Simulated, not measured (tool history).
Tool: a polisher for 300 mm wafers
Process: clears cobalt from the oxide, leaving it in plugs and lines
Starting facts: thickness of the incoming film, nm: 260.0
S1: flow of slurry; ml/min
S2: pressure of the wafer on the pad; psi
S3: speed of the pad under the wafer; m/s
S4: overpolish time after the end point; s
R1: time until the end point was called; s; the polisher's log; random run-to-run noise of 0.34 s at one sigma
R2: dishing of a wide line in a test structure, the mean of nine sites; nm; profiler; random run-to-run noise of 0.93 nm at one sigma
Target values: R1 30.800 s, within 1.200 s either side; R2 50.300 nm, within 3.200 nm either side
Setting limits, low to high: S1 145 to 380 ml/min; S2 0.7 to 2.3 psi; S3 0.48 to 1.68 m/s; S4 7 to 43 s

| run | hour | S1 | S2 | S3 | S4 | R1 | R2 |
|---|---|---|---|---|---|---|---|
| 1 | 0.0 | 245 | 1.5 | 1.08 | 22 | 56.658 | 57.682 |
| 2 | 5.4 | 245 | 1.7 | 1.10 | 19 | 50.441 | 55.175 |
| 3 | 11.7 | 245 | 1.7 | 0.92 | 19 | 60.768 | 51.011 |
| 4 | 16.9 | 245 | 1.8 | 0.98 | 17 | 54.387 | 52.009 |
| 5 | 20.5 | 245 | 1.9 | 1.04 | 15 | 50.672 | 51.941 |
| 6 | 22.6 | 285 | 1.9 | 1.04 | 15 | 49.892 | 51.508 |
| 7 | 28.9 | 355 | 2.3 | 1.26 | 7 | 35.288 | 39.263 |
| 8 | 30.9 | 345 | 2.3 | 1.28 | 8 | 34.535 | 44.545 |
| 9 | 38.1 | 340 | 2.3 | 1.30 | 8 | 34.471 | 44.479 |
| 10 | 45.3 | 335 | 2.3 | 1.32 | 8 | 33.820 | 44.543 |
| 11 | 53.5 | 340 | 2.3 | 1.44 | 12 | 31.158 | 57.400 |
| 12 | 57.7 | 340 | 2.3 | 1.44 | 12 | 31.035 | 57.728 |
| 13 | 58.5 | 340 | 2.3 | 1.44 | 11 | 30.394 | 53.762 |

Exactly one of the 4 candidate moves below puts every result within its allowed miss. Which one?
| A | 59.3 | 350 | 2.2 | 1.60 | 13 | ? | ? |
| B | 59.3 | 380 | 1.9 | 1.64 | 9 | ? | ? |
| C | 59.3 | 355 | 2.3 | 1.52 | 14 | ? | ? |
| D | 59.3 | 350 | 2.3 | 1.50 | 15 | ? | ? |

| move | R1 | R2 |
|---|---|---|
| A | 29.771 | 61.132 |
| B | 31.876 | 49.478 |
| C | 30.324 | 62.479 |
| D | 30.751 | 63.756 |
A: the biggest miss grows against the last run
B: meets every target
C: the biggest miss grows against the last run
D: the biggest miss grows against the last run
Answer: B
